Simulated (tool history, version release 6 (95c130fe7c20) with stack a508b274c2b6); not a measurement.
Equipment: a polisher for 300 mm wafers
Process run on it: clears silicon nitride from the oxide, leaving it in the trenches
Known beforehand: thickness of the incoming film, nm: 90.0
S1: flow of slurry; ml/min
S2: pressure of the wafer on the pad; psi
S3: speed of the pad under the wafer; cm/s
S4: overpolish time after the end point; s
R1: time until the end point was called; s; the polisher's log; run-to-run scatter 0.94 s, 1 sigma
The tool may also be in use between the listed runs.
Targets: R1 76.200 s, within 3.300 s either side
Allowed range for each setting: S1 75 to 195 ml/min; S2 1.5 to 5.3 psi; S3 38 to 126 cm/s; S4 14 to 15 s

run 1 hour=0.0 | S1=125 S2=3.4 S3=82 S4=14 | R1=114.060
run 2 hour=8.0 | S1=125 S2=3.4 S3=82 S4=14 | R1=117.550
run 3 hour=8.7 | S1=130 S2=3.8 S3=82 S4=14 | R1=101.820
run 4 hour=16.0 | S1=135 S2=4.1 S3=82 S4=14 | R1=93.054
run 5 hour=19.4 | S1=140 S2=4.3 S3=82 S4=14 | R1=87.752
run 6 hour=20.7 | S1=140 S2=4.5 S3=82 S4=14 | R1=86.537
run 7 hour=28.9 | S1=145 S2=4.6 S3=82 S4=14 | R1=81.896
run 8 hour=29.8 | S1=150 S2=4.7 S3=82 S4=14 | R1=81.316

Pick the move, out of 4, that brings all results within their allowed miss; only one does.
run A hour=30.7 | S1=175 S2=4.4 S3=92 S4=14 | R1=?
run B hour=30.7 | S1=165 S2=4.1 S3=80 S4=15 | R1=?
run C hour=30.7 | S1=140 S2=4.7 S3=82 S4=15 | R1=?
run D hour=30.7 | S1=150 S2=3.7 S3=96 S4=14 | R1=?

move=A R1=75.677
move=B R1=93.565
move=C R1=81.733
move=D R1=87.712
A: hits every target within its allowed miss
B: the biggest miss grows against the last run
C: the biggest miss grows against the last run
D: the biggest miss grows against the last run
The move that meets every target is A.
